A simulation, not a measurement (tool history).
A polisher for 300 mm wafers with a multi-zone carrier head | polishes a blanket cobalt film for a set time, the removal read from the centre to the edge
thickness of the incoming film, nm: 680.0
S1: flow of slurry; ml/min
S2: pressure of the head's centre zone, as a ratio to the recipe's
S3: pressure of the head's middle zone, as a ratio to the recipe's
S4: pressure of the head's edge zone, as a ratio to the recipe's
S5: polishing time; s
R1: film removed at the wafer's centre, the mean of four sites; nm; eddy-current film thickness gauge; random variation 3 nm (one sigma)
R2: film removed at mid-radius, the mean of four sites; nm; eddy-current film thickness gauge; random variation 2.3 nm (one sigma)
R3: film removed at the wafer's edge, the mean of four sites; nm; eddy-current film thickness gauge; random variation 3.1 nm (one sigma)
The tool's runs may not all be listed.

run  hour   S1    S2    S3    S4  S5      R1      R2      R3
  1   0.0  150  1.00  1.00  1.00  35  186.12  182.28  177.04
  2   2.9  155  1.01  1.01  1.01  35  187.51  182.56  181.15
  3   6.4  160  1.02  1.02  1.01  35  187.33  185.76  183.55
  4  12.9  160  1.03  1.03  1.01  36  198.68  192.98  184.76
  5  13.8  165  1.04  1.04  1.02  36  194.36  194.71  186.90
  6  17.7  165  1.05  1.04  1.02  37  208.59  201.46  192.20
  7  18.9  170  1.06  1.04  1.03  37  206.19  200.37  191.92
  8  23.6  175  1.08  1.04  1.06  40  231.45  218.69  213.05

Run 9 comes next. What will it give?
  9  28.2  180  1.09  1.05  1.07  40   ?   ?   ?

{"run 9": {"R1": 234.06, "R2": 221.53, "R3": 213.88}}
